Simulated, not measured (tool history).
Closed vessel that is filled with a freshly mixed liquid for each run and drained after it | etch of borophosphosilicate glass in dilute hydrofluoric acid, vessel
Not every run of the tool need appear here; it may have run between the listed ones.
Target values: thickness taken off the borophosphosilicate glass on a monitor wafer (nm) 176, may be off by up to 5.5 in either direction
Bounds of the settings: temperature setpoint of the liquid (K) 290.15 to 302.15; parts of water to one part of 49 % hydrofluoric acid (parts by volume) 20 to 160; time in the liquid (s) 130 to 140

| run | hour | temperature setpoint of the liquid (K) | parts of water to one part of 49 % hydrofluoric acid (parts by volume) | time in the liquid (s) | thickness taken off the borophosphosilicate glass on a monitor wafer (nm) |
|---|---|---|---|---|---|
| 1 | 0 | 294.15 | 90 | 130 | 81.267 |
| 2 | 5.8 | 296.65 | 75 | 130 | 110.45 |
| 3 | 7 | 296.65 | 75 | 130 | 110.66 |
| 4 | 12.8 | 294.15 | 75 | 130 | 101.9 |
| 5 | 21.3 | 294.15 | 75 | 130 | 100.64 |
| 6 | 26.6 | 297.65 | 75 | 130 | 115.47 |
|  | 34.1 | thermometer replaced |
| 7 | 34.1 | 299.15 | 70 | 130 | 121.51 |
| 8 | 36.5 | 299.15 | 70 | 130 | 122.11 |
| 9 | 40.9 | 302.15 | 45 | 130 | 217.3 |
| 10 | 43.8 | 300.15 | 45 | 130 | 204.93 |

5 candidate next runs follow, results not yet known. Just one meets every target within its allowed miss. Identify it.
| A | 46.7 | 300.65 | 55 | 130 | ? |
| B | 46.7 | 301.15 | 60 | 135 | ? |
| C | 46.7 | 297.15 | 50 | 130 | ? |
| D | 46.7 | 299.65 | 60 | 140 | ? |
| E | 46.7 | 300.15 | 55 | 140 | ? |

| move | thickness taken off the borophosphosilicate glass on a monitor wafer (nm) |
|---|---|
| A | 168.57 |
| B | 162.51 |
| C | 162.03 |
| D | 158.77 |
| E | 177.95 |
A: pushes the last run's worst result past its target
B: pushes the last run's worst result past its target
C: pushes the last run's worst result past its target
D: pushes the last run's worst result past its target
E: all results in spec
Go with E: it meets all targets.
